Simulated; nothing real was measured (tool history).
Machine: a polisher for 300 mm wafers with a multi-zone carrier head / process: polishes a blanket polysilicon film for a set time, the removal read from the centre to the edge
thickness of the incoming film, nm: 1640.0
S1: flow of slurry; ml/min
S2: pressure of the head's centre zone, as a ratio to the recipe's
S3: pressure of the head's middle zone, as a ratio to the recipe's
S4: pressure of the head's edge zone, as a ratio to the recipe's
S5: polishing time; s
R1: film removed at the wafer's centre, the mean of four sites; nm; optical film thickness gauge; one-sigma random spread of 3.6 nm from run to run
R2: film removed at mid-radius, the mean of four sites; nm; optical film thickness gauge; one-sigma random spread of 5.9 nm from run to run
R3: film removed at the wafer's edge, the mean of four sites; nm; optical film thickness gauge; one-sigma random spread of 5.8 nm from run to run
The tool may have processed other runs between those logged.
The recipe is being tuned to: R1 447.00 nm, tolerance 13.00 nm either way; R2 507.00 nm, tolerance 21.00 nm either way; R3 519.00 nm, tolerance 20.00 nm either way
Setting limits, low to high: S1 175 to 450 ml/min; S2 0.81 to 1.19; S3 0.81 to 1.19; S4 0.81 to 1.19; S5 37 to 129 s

run	day	S1	S2	S3	S4	S5	R1	R2	R3
1	0.000	290	1.00	1.00	1.00	83	420.70	413.73	407.77
2	0.188	220	1.00	1.00	1.00	83	397.91	404.45	406.73
3	0.388	220	1.00	1.00	0.93	83	395.01	405.60	400.05
4	0.638	215	0.99	1.00	0.94	85	402.43	413.24	410.66
5	0.996	175	0.99	1.00	0.94	85	383.34	397.54	394.90
6	1.229	175	0.99	1.00	0.94	95	432.81	443.08	427.92
7	1.600	185	0.97	1.00	0.96	97	435.60	460.89	446.12
8	1.654	190	0.96	0.99	0.98	98	442.50	460.82	465.55
9	1.867	195	0.95	0.99	0.99	99	442.03	474.82	472.86
10	2.038	200	0.94	0.99	1.00	99	438.19	467.01	483.62

Pick the move, out of 5, that brings all results within their allowed miss; only one does.
A	2.208	175	0.90	1.01	1.00	109	?	?	?
B	2.208	175	0.90	1.04	0.91	106	?	?	?
C	2.208	230	0.97	1.18	0.94	91	?	?	?
D	2.208	205	0.91	0.91	1.06	99	?	?	?
E	2.208	215	0.97	1.06	0.98	94	?	?	?

move	R1	R2	R3
A	447.87	511.31	522.99
B	435.62	508.75	486.28
C	425.77	506.02	438.23
D	424.92	441.59	500.11
E	434.46	475.17	458.84
A: every result within its allowed miss
B: the worst result of the last run now meets its target, but another is out of spec
C: the worst result of the last run now meets its target, but another is out of spec
D: misses by more than the last run did
E: misses by more than the last run did
The move that meets every target is A.
